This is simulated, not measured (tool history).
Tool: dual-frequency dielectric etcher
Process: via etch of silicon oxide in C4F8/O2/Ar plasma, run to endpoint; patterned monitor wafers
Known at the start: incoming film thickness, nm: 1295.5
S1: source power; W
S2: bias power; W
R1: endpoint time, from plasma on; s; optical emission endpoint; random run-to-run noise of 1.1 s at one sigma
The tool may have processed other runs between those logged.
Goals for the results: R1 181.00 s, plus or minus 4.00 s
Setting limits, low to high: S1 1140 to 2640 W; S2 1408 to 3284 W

{"run": 1, "hour": 0.0, "S1": 1890, "S2": 2346, "R1": 221.61}
{"run": 2, "hour": 2.3, "S1": 2180, "S2": 2346, "R1": 211.23}
{"run": 3, "hour": 6.7, "S1": 2230, "S2": 2409, "R1": 205.41}
{"run": 4, "hour": 14.5, "S1": 1970, "S2": 2409, "R1": 216.43}
{"run": 5, "hour": 22.5, "S1": 2030, "S2": 2460, "R1": 213.91}
{"run": 6, "hour": 31.5, "S1": 2090, "S2": 2512, "R1": 207.43}
{"run": 7, "hour": 32.8, "S1": 2140, "S2": 2540, "R1": 204.6}
{"run": 8, "hour": 33.5, "S1": 2190, "S2": 2564, "R1": 202.34}
{"run": 9, "hour": 39.0, "S1": 2230, "S2": 2588, "R1": 198.51}
{"run": 10, "hour": 44.3, "S1": 2230, "S2": 2588, "R1": 199.72}
{"run": 11, "hour": 51.2, "S1": 2270, "S2": 2607, "R1": 198.15}
{"run": 12, "hour": 54.9, "S1": 2300, "S2": 2628, "R1": 196.01}
{"run": 13, "hour": 62.7, "S1": 2330, "S2": 2644, "R1": 194.65}

4 candidate next runs follow, results not yet known. Just one meets every target within its allowed miss. Identify it.
{"run": "A", "hour": 70.5, "S1": 2320, "S2": 2729, "R1": "?"}
{"run": "B", "hour": 70.5, "S1": 2560, "S2": 2831, "R1": "?"}
{"run": "C", "hour": 70.5, "S1": 2420, "S2": 2693, "R1": "?"}
{"run": "D", "hour": 70.5, "S1": 2390, "S2": 2717, "R1": "?"}

move=A R1=192.03
move=B R1=181.23
move=C R1=189.77
move=D R1=190.01
A: an improvement on the last run, though not all results are within tolerance
B: all results land within tolerance of their targets
C: an improvement on the last run, though not all results are within tolerance
D: an improvement on the last run, though not all results are within tolerance
Correct choice: B, which meets every target
